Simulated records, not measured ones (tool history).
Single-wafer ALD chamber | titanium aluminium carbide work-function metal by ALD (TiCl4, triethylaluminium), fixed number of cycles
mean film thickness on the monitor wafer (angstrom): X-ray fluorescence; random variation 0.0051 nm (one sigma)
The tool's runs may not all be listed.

run	day	heater temperature setpoint (deg C)	triethylaluminium pulse time (s)	mean film thickness on the monitor wafer (angstrom)
1	0.000	300	7.08	18.544
2	0.092	300	5.88	17.989
3	0.346	304	6.11	18.453
4	0.546	315	6.11	19.253
5	0.750	316	6.21	19.343
6	0.933	306	6.21	18.635

Forecast run 7:
7	1.192	309	6.37	?

mean film thickness on the monitor wafer (angstrom): 18.864
